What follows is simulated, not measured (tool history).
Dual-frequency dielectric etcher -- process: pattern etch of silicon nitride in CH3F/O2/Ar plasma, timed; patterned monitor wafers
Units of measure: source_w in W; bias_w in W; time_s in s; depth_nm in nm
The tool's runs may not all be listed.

run	hour	source_w	bias_w	time_s	depth_nm
1	0	390	77	81	59.362
2	5.8	420	80	81	62.297
3	9.1	420	80	84.5	65.244
4	12.2	420	80	81	61.803
5	16.9	360	80	81	58.423
6	20.8	400	83	81	62.299
7	25.6	430	84	81	64.375

What will run 8 give?
8	27.7	450	85	81	?

depth_nm: 65.959 nm
